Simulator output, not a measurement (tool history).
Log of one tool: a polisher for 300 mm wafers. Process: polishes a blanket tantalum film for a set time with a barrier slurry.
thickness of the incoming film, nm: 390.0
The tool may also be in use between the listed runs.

| run | hour | flow of slurry (ml/min) | pressure of the wafer on the pad (psi) | speed of the pad under the wafer (cm/s) | abrasive content of the slurry | polishing time (s) | film removed (Å) |
|---|---|---|---|---|---|---|---|
| 1 | 0 | 215 | 1.9 | 98 | 1 | 51 | 777.38 |
| 2 | 1.3 | 215 | 1.9 | 98 | 1 | 51 | 796.23 |
| 3 | 7.2 | 265 | 1.9 | 98 | 1 | 51 | 807.52 |
| 4 | 14.5 | 265 | 1.9 | 98 | 0.8 | 51 | 720.31 |
| 5 | 22.4 | 225 | 1.9 | 98 | 0.8 | 51 | 698.73 |
| 6 | 30.8 | 225 | 1.7 | 94 | 0.8 | 51 | 608.66 |

Forecast run 7:
| 7 | 31.6 | 225 | 1.5 | 90 | 0.8 | 51 | ? |

film removed (Å): 517.98
